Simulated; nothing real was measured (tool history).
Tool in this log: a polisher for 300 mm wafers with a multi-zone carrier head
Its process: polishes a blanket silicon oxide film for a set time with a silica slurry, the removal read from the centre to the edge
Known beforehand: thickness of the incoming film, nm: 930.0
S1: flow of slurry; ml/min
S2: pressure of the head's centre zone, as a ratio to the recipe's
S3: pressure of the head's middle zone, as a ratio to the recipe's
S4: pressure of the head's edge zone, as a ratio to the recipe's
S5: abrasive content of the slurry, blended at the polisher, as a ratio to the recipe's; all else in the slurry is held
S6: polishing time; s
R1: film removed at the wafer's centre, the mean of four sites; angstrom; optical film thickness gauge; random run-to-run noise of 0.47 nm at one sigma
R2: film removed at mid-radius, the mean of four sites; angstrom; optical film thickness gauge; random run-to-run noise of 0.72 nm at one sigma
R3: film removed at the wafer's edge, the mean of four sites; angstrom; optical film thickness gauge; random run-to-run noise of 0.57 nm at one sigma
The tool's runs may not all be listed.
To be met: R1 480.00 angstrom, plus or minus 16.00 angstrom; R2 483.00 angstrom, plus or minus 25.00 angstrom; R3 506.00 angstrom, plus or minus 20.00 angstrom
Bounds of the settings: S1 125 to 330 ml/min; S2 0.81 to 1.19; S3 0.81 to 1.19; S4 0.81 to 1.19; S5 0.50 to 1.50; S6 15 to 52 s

run 1 hour=0.0 | S1=210 S2=1.00 S3=1.00 S4=1.00 S5=1.00 S6=33 | R1=1157.70 R2=1191.00 R3=1202.60
run 2 hour=1.5 | S1=210 S2=0.95 S3=1.00 S4=1.00 S5=1.00 S6=33 | R1=1092.80 R2=1192.80 R3=1206.10
run 3 hour=4.9 | S1=210 S2=0.95 S3=1.00 S4=1.00 S5=1.00 S6=38 | R1=1286.20 R2=1368.20 R3=1377.10
run 4 hour=7.3 | S1=210 S2=0.95 S3=1.00 S4=1.07 S5=1.00 S6=38 | R1=1255.50 R2=1367.70 R3=1438.50
run 5 hour=11.2 | S1=210 S2=0.95 S3=0.97 S4=1.07 S5=1.00 S6=38 | R1=1261.40 R2=1322.50 R3=1439.30
run 6 hour=14.8 | S1=210 S2=0.95 S3=0.97 S4=1.15 S5=1.00 S6=38 | R1=1284.50 R2=1375.10 R3=1482.40
run 7 hour=16.1 | S1=195 S2=0.95 S3=0.96 S4=1.11 S5=0.90 S6=34 | R1=1051.70 R2=1090.00 R3=1206.70
run 8 hour=21.8 | S1=195 S2=0.95 S3=0.96 S4=1.08 S5=0.85 S6=31 | R1=925.68 R2=985.68 R3=1069.90
run 9 hour=30.7 | S1=190 S2=0.96 S3=0.95 S4=1.05 S5=0.80 S6=29 | R1=846.48 R2=859.36 R3=936.73
run 10 hour=38.9 | S1=185 S2=0.95 S3=0.95 S4=1.02 S5=0.75 S6=27 | R1=759.86 R2=757.81 R3=825.98
run 11 hour=47.4 | S1=160 S2=0.85 S3=0.95 S4=0.92 S5=0.50 S6=20 | R1=361.29 R2=438.43 R3=450.83
run 12 hour=49.0 | S1=180 S2=0.86 S3=0.94 S4=0.92 S5=0.50 S6=20 | R1=383.87 R2=439.65 R3=457.10
-- hour=52.1 slurry nozzle cleaned
run 13 hour=52.1 | S1=195 S2=0.87 S3=0.94 S4=0.93 S5=0.50 S6=20 | R1=455.81 R2=506.14 R3=503.54
run 14 hour=54.4 | S1=195 S2=0.87 S3=0.93 S4=0.93 S5=0.50 S6=20 | R1=452.07 R2=493.88 R3=509.62
run 15 hour=57.5 | S1=195 S2=0.87 S3=0.92 S4=0.92 S5=0.50 S6=20 | R1=457.19 R2=480.03 R3=497.93
run 16 hour=60.3 | S1=195 S2=0.87 S3=0.92 S4=0.92 S5=0.50 S6=20 | R1=451.32 R2=499.06 R3=505.80
run 17 hour=61.6 | S1=195 S2=0.87 S3=0.91 S4=0.92 S5=0.50 S6=20 | R1=447.38 R2=490.58 R3=492.76
run 18 hour=64.2 | S1=195 S2=0.87 S3=0.91 S4=0.93 S5=0.50 S6=20 | R1=453.64 R2=474.45 R3=496.55

4 candidate next runs follow, results not yet known. Just one meets every target within its allowed miss. Identify it.
run A hour=66.8 | S1=330 S2=1.04 S3=0.92 S4=0.86 S5=0.55 S6=17 | R1=? R2=? R3=?
run B hour=66.8 | S1=170 S2=0.98 S3=0.96 S4=1.06 S5=0.75 S6=15 | R1=? R2=? R3=?
run C hour=66.8 | S1=330 S2=0.99 S3=1.03 S4=0.81 S5=0.50 S6=19 | R1=? R2=? R3=?
run D hour=66.8 | S1=245 S2=0.99 S3=0.92 S4=0.88 S5=0.50 S6=19 | R1=? R2=? R3=?

move=A R1=519.61 R2=477.41 R3=464.15
move=B R1=472.98 R2=481.75 R3=510.02
move=C R1=519.81 R2=550.50 R3=473.16
move=D R1=501.30 R2=484.83 R3=479.82
A: carries the result that was furthest off beyond its target, to the other side
B: each result inside its tolerance
C: carries the result that was furthest off beyond its target, to the other side
D: carries the result that was furthest off beyond its target, to the other side
The right move is B.
